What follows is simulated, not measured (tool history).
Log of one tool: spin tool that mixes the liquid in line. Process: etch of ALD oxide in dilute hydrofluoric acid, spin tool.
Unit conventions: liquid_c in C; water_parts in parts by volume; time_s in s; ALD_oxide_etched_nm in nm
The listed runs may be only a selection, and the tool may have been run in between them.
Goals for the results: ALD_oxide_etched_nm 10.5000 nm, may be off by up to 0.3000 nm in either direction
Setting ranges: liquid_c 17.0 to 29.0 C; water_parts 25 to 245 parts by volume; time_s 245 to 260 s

run,hour,liquid_c,water_parts,time_s,ALD_oxide_etched_nm
1,0.0,21.0,135,245,17.3210
2,2.2,21.0,135,260,17.8900
3,5.8,20.0,145,260,15.7370
4,9.5,20.0,145,260,16.1190
5,16.2,18.5,145,260,15.0080
6,22.7,18.0,150,260,14.3360
7,30.8,18.0,155,260,13.9460
8,34.4,18.0,160,260,13.0900
9,42.2,18.0,165,260,12.7670
10,49.9,18.0,170,260,12.1110
11,52.6,18.0,175,260,11.7870
12,54.6,17.5,180,260,11.4220

Next run, 4 choices. One meets every target within its allowed miss, the rest don't. Which?
A,56.6,22.0,220,245,?
B,56.6,17.5,165,260,?
C,56.6,17.0,185,255,?
D,56.6,17.0,190,245,?

move,ALD_oxide_etched_nm
A,10.0970
B,12.6600
C,10.6500
D,9.9167
A: the result that was furthest off in the last run now lies on the other side of its target
B: further off than the last run
C: all results in spec
D: the result that was furthest off in the last run now lies on the other side of its target
Answer: C

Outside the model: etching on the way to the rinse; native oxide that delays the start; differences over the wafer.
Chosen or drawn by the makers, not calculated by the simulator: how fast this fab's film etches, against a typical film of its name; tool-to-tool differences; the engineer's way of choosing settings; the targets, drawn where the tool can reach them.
